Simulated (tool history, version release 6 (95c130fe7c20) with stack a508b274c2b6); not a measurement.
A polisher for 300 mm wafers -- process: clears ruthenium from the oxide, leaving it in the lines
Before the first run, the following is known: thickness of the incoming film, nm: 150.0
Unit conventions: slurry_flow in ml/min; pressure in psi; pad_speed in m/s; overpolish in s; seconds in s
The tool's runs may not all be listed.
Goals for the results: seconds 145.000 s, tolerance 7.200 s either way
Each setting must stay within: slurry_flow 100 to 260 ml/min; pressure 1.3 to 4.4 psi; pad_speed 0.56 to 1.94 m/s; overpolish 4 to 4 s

run  hour  slurry_flow  pressure  pad_speed  overpolish  seconds
  1   0.0          165       2.8       1.24           4   80.717
  2   7.5          165       2.8       1.50           4   67.814
  3   9.5          160       2.3       1.40           4   86.549
  4  11.6          160       2.0       1.32           4  104.310
  5  12.5          160       1.8       1.30           4  118.570
  6  15.7          160       1.8       1.30           4  118.900
  7  20.7          160       1.7       1.30           4  124.360
  8  28.3          160       1.6       1.30           4  130.820

Pick the move, out of 4, that brings all results within their allowed miss; only one does.
  A  35.9          190       1.8       1.18           4        ?
  B  35.9          125       2.0       1.24           4        ?
  C  35.9          165       1.7       1.50           4        ?
  D  35.9          195       1.3       1.42           4        ?

move  seconds
   A  125.810
   B  117.370
   C  107.630
   D  142.470
A: the biggest miss grows against the last run
B: the biggest miss grows against the last run
C: the biggest miss grows against the last run
D: every result within its allowed miss
Move D is the one to make.
